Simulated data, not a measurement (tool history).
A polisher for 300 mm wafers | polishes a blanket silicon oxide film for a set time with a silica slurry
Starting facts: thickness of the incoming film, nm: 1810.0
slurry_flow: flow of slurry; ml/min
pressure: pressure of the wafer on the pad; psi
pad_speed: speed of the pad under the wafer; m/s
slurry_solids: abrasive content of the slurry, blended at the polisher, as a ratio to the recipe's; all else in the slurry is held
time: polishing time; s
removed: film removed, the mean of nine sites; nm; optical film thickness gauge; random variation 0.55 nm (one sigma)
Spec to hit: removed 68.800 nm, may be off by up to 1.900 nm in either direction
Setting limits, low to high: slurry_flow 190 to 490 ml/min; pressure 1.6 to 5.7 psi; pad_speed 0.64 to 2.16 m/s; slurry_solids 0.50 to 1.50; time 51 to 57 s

run,day,slurry_flow,pressure,pad_speed,slurry_solids,time,removed
1,0.000,315,3.6,1.40,1.00,57,167.820
2,0.083,315,3.6,1.40,1.00,57,166.570
3,0.150,315,3.2,1.30,1.00,57,139.820
4,0.462,315,3.9,1.30,1.00,57,169.550
5,0.683,370,3.9,1.30,1.00,57,170.490
6,0.796,370,3.9,1.30,1.20,57,183.510
7,0.992,370,3.5,1.18,1.20,57,153.280
8,1.025,370,3.1,1.08,1.20,57,128.000
9,1.188,370,2.8,1.02,1.20,57,109.010
10,1.504,370,2.8,1.02,1.20,57,109.480
11,1.546,370,2.6,1.00,1.20,57,100.690
12,1.904,370,2.4,0.98,1.20,57,92.122
13,2.271,365,1.6,0.90,1.20,57,58.157
14,2.350,370,1.7,0.90,1.20,57,61.404
15,2.642,370,1.8,0.90,1.20,57,65.759

Exercise: of the 5 proposed moves below, exactly one satisfies all targets within the stated allowed misses. Which move is it?
A,2.933,370,2.0,0.82,1.30,57,?
B,2.933,405,2.0,0.76,1.35,55,?
C,2.933,335,1.7,1.08,1.25,51,?
D,2.933,465,2.6,0.64,1.05,55,?
E,2.933,490,1.7,0.86,1.25,57,?

move,removed
A,69.023
B,63.912
C,64.637
D,65.519
E,61.663
A: every result lands within tolerance
B: lands further from the targets than the last run did
C: lands further from the targets than the last run did
D: lands further from the targets than the last run did
E: lands further from the targets than the last run did
Go with A: it meets all targets.
